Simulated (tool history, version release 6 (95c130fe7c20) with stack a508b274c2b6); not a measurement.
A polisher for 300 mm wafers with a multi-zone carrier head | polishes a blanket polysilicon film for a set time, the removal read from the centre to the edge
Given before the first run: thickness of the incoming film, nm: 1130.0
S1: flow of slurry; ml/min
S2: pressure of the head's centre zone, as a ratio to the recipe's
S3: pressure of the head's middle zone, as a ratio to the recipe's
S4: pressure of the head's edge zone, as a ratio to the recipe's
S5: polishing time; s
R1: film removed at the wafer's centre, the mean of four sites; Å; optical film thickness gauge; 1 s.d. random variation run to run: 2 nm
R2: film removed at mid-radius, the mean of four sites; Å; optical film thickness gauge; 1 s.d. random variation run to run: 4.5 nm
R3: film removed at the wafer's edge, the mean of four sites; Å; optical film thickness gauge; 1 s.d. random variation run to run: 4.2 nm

run  hour   S1    S2    S3    S4  S5      R1      R2      R3
  1   0.0  140  1.00  1.00  1.00  33  2245.7  2255.8  2191.0
  2   4.1  145  1.01  1.01  1.02  34  2330.9  2348.8  2324.2
  3   7.3  150  1.03  1.03  1.03  34  2430.9  2383.3  2365.8
  4  12.1  150  1.03  1.06  1.03  34  2431.8  2461.6  2334.4
  5  18.0  185  1.03  1.06  1.03  34  2538.2  2544.6  2384.5
  6  21.1  185  1.03  1.06  1.03  28  2072.4  2013.6  1976.9

Run 7 is up next; what results do you expect?
  7  25.5  185  1.04  1.07  1.05  29   ?   ?   ?

R1: 2158.4 Å
R2: 2138.3 Å
R3: 2036.6 Å
